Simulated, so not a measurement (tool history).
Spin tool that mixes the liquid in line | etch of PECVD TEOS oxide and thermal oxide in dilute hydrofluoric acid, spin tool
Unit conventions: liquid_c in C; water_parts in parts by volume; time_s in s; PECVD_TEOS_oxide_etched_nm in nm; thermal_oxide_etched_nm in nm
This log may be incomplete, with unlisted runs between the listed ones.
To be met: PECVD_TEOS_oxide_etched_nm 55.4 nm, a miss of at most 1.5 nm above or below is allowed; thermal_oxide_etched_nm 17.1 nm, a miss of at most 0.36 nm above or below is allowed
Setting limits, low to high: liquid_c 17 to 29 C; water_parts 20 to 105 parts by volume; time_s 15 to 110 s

Run 1, hour 0: liquid_c 21 C, water_parts 55 parts by volume, time_s 55 s. Result: PECVD_TEOS_oxide_etched_nm 14.163 nm, thermal_oxide_etched_nm 4.3313 nm.
Run 2, hour 8.2: liquid_c 24 C, water_parts 55 parts by volume, time_s 55 s. Result: PECVD_TEOS_oxide_etched_nm 16.145 nm, thermal_oxide_etched_nm 4.9499 nm.
Run 3, hour 16.3: liquid_c 24 C, water_parts 55 parts by volume, time_s 75 s. Result: PECVD_TEOS_oxide_etched_nm 22.11 nm, thermal_oxide_etched_nm 6.7521 nm.
Run 4, hour 20.2: liquid_c 25.5 C, water_parts 45 parts by volume, time_s 75 s. Result: PECVD_TEOS_oxide_etched_nm 29.185 nm, thermal_oxide_etched_nm 8.9191 nm.
Run 5, hour 25: liquid_c 26.5 C, water_parts 35 parts by volume, time_s 75 s. Result: PECVD_TEOS_oxide_etched_nm 39.224 nm, thermal_oxide_etched_nm 12.061 nm.
Run 6, hour 26.7: liquid_c 24.5 C, water_parts 35 parts by volume, time_s 75 s. Result: PECVD_TEOS_oxide_etched_nm 36.336 nm, thermal_oxide_etched_nm 11.097 nm.
Run 7, hour 27.3: liquid_c 26 C, water_parts 30 parts by volume, time_s 75 s. Result: PECVD_TEOS_oxide_etched_nm 44.987 nm, thermal_oxide_etched_nm 13.929 nm.
Run 8, hour 31: liquid_c 27 C, water_parts 30 parts by volume, time_s 75 s. Result: PECVD_TEOS_oxide_etched_nm 46.934 nm, thermal_oxide_etched_nm 14.716 nm.
Run 9, hour 38.6: liquid_c 27.5 C, water_parts 30 parts by volume, time_s 75 s. Result: PECVD_TEOS_oxide_etched_nm 48.582 nm, thermal_oxide_etched_nm 14.851 nm.
Run 10, hour 40.7: liquid_c 28 C, water_parts 30 parts by volume, time_s 75 s. Result: PECVD_TEOS_oxide_etched_nm 48.611 nm, thermal_oxide_etched_nm 15.04 nm.
Run 11, hour 43.1: liquid_c 29 C, water_parts 25 parts by volume, time_s 75 s. Result: PECVD_TEOS_oxide_etched_nm 61.953 nm, thermal_oxide_etched_nm 18.839 nm.
Run 12, hour 48.6: liquid_c 28.5 C, water_parts 25 parts by volume, time_s 75 s. Result: PECVD_TEOS_oxide_etched_nm 59.739 nm, thermal_oxide_etched_nm 18.608 nm.
Run 13, hour 52.1: liquid_c 28 C, water_parts 25 parts by volume, time_s 75 s. Result: PECVD_TEOS_oxide_etched_nm 59.693 nm, thermal_oxide_etched_nm 18.13 nm.
Run 14, hour 52.9: liquid_c 27.5 C, water_parts 25 parts by volume, time_s 75 s. Result: PECVD_TEOS_oxide_etched_nm 58.545 nm, thermal_oxide_etched_nm 17.869 nm.
Run 15, hour 56.7: liquid_c 27 C, water_parts 25 parts by volume, time_s 75 s. Result: PECVD_TEOS_oxide_etched_nm 57.202 nm, thermal_oxide_etched_nm 17.637 nm.

Consider the 4 candidate settings below. Which is the only one whose results all fall within their allowed miss of target?
Run A, hour 60.5: liquid_c 28 C, water_parts 35 parts by volume, time_s 95 s. Result: PECVD_TEOS_oxide_etched_nm ?, thermal_oxide_etched_nm ?.
Run B, hour 60.5: liquid_c 24.5 C, water_parts 20 parts by volume, time_s 60 s. Result: PECVD_TEOS_oxide_etched_nm ?, thermal_oxide_etched_nm ?.
Run C, hour 60.5: liquid_c 25 C, water_parts 25 parts by volume, time_s 80 s. Result: PECVD_TEOS_oxide_etched_nm ?, thermal_oxide_etched_nm ?.
Run D, hour 60.5: liquid_c 25.5 C, water_parts 25 parts by volume, time_s 75 s. Result: PECVD_TEOS_oxide_etched_nm ?, thermal_oxide_etched_nm ?.

move  PECVD_TEOS_oxide_etched_nm  thermal_oxide_etched_nm
   A                       53.17                   16.312
   B                      51.975                   15.946
   C                      56.221                   17.249
   D                      53.817                   16.511
A: moves the result that the last run missed by most past its target, out the other side
B: moves the result that the last run missed by most past its target, out the other side
C: meets every target
D: moves the result that the last run missed by most past its target, out the other side
C is the move that brings every result within its allowed miss.

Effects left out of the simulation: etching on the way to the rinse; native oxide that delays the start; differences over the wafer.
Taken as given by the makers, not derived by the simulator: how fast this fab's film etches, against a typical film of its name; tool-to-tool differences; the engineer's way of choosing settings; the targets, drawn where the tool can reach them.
